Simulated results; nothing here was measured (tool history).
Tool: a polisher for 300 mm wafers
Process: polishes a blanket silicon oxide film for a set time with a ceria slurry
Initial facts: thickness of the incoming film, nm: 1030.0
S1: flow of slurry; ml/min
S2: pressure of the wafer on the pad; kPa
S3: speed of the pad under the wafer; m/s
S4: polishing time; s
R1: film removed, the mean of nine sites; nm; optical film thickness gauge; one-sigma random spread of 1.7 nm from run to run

Run 1, hour 0: S1 180 ml/min, S2 18.6 kPa, S3 1.32 m/s, S4 46 s. Result: R1 203.32 nm.
Run 2, hour 8.8: S1 180 ml/min, S2 18.6 kPa, S3 1.54 m/s, S4 46 s. Result: R1 231.77 nm.
Run 3, hour 17.2: S1 220 ml/min, S2 18.6 kPa, S3 1.54 m/s, S4 46 s. Result: R1 240.38 nm.
Run 4, hour 21.1: S1 220 ml/min, S2 18.6 kPa, S3 1.28 m/s, S4 46 s. Result: R1 200.96 nm.
Run 5, hour 29.2: S1 220 ml/min, S2 22.1 kPa, S3 1.28 m/s, S4 46 s. Result: R1 239.01 nm.
Run 6, hour 34.7: S1 220 ml/min, S2 18.6 kPa, S3 1.26 m/s, S4 46 s. Result: R1 196.39 nm.
Run 7, hour 37.6: S1 220 ml/min, S2 16.5 kPa, S3 1.24 m/s, S4 46 s. Result: R1 172.28 nm.
Run 8, hour 44.5: S1 220 ml/min, S2 15.2 kPa, S3 1.22 m/s, S4 46 s. Result: R1 161.49 nm.

What does the tool deliver on the next run?
Run 9, hour 51.9: S1 220 ml/min, S2 13.8 kPa, S3 1.2 m/s, S4 46 s. Result: R1 ?.

R1: 142.26 nm
